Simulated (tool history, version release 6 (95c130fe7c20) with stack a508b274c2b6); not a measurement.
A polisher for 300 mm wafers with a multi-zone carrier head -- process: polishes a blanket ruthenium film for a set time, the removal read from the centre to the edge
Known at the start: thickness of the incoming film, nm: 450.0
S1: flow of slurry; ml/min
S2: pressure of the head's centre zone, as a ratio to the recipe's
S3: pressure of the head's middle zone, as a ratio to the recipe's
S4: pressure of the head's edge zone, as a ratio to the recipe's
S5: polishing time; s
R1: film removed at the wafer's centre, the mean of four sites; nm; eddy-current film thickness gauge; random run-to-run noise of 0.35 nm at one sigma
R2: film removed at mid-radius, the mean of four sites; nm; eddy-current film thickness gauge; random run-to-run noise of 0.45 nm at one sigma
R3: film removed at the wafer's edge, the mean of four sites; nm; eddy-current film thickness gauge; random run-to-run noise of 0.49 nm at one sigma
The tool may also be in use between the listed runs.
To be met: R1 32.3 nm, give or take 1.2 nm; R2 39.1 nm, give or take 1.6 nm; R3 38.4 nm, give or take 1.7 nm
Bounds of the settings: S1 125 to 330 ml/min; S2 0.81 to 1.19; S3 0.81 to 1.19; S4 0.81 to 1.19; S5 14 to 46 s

Run 1, day 0: S1 210 ml/min, S2 1, S3 1, S4 1, S5 30 s. Result: R1 51.777 nm, R2 52.172 nm, R3 51.387 nm.
Run 2, day 0.196: S1 210 ml/min, S2 1, S3 0.93, S4 1, S5 30 s. Result: R1 50.948 nm, R2 49.707 nm, R3 51.646 nm.
Run 3, day 0.421: S1 200 ml/min, S2 0.95, S3 0.93, S4 0.98, S5 28 s. Result: R1 45.911 nm, R2 45.178 nm, R3 47.215 nm.
Run 4, day 0.533: S1 195 ml/min, S2 0.91, S3 0.97, S4 1.01, S5 26 s. Result: R1 40.456 nm, R2 44.692 nm, R3 44.601 nm.
Run 5, day 0.617: S1 195 ml/min, S2 0.91, S3 0.97, S4 1.01, S5 29 s. Result: R1 45.294 nm, R2 48.728 nm, R3 49.448 nm.
Run 6, day 0.846: S1 190 ml/min, S2 0.89, S3 0.97, S4 1.01, S5 27 s. Result: R1 41.772 nm, R2 45.754 nm, R3 46.826 nm.
Run 7, day 0.983: S1 190 ml/min, S2 0.87, S3 0.98, S4 1.01, S5 25 s. Result: R1 37.054 nm, R2 43.363 nm, R3 41.953 nm.
Run 8, day 1.25: S1 185 ml/min, S2 0.85, S3 0.97, S4 1.01, S5 24 s. Result: R1 34.627 nm, R2 39.471 nm, R3 40.882 nm.
Run 9, day 1.6: S1 180 ml/min, S2 0.84, S3 0.98, S4 1, S5 24 s. Result: R1 34.546 nm, R2 40.795 nm, R3 40.408 nm.
Run 10, day 1.962: S1 175 ml/min, S2 0.83, S3 0.98, S4 0.99, S5 24 s. Result: R1 33.6 nm, R2 40.649 nm, R3 39.945 nm.

Below are 4 possible settings for the next run. Only one of them brings all results inside the allowed miss of their targets. Which is it?
Run A, day 2.325: S1 190 ml/min, S2 0.9, S3 0.96, S4 0.93, S5 23 s. Result: R1 ?, R2 ?, R3 ?.
Run B, day 2.325: S1 175 ml/min, S2 0.81, S3 1.07, S4 0.86, S5 24 s. Result: R1 ?, R2 ?, R3 ?.
Run C, day 2.325: S1 175 ml/min, S2 0.81, S3 1.07, S4 0.95, S5 24 s. Result: R1 ?, R2 ?, R3 ?.
Run D, day 2.325: S1 220 ml/min, S2 0.85, S3 1.02, S4 1.05, S5 22 s. Result: R1 ?, R2 ?, R3 ?.

move      R1      R2      R3
   A  34.653  38.592  37.035
   B  32.543  43.523  36.837
   C  32.543  43.518  38.562
   D  32.395  39.745  38.157
A: its largest miss is bigger than the last run's
B: corrects the largest miss of the last run, while another result sits out of spec
C: corrects the largest miss of the last run, while another result sits out of spec
D: every result lands within tolerance
D is the move that brings every result within its allowed miss.

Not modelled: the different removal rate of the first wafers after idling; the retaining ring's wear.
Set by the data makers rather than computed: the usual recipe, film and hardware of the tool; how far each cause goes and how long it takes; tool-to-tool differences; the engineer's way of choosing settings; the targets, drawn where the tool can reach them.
